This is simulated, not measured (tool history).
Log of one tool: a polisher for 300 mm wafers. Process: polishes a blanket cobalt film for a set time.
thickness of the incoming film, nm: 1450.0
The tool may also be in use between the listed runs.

| run | hour | flow of slurry (ml/min) | pressure of the wafer on the pad (kPa) | speed of the pad under the wafer (m/s) | polishing time (s) | film removed (angstrom) |
|---|---|---|---|---|---|---|
| 1 | 0.0 | 255 | 11.7 | 0.90 | 46 | 2122.5 |
| 2 | 0.7 | 255 | 12.4 | 0.90 | 46 | 2201.9 |
| 3 | 9.7 | 200 | 12.4 | 0.90 | 46 | 2155.0 |
| 4 | 14.3 | 200 | 12.4 | 0.72 | 46 | 1753.0 |
| 5 | 15.2 | 200 | 12.4 | 0.72 | 41 | 1547.3 |
| 6 | 22.5 | 210 | 13.8 | 0.74 | 41 | 1755.6 |
| 7 | 28.4 | 210 | 17.2 | 0.88 | 41 | 2541.5 |
| 8 | 30.2 | 215 | 17.9 | 0.88 | 41 | 2623.9 |
| 9 | 38.7 | 220 | 17.9 | 0.88 | 41 | 2567.3 |

Run 10 comes next. What will it give?
| 10 | 47.2 | 220 | 17.9 | 0.90 | 41 | ? |

{"run 10": {"film removed (angstrom)": 2625.2}}

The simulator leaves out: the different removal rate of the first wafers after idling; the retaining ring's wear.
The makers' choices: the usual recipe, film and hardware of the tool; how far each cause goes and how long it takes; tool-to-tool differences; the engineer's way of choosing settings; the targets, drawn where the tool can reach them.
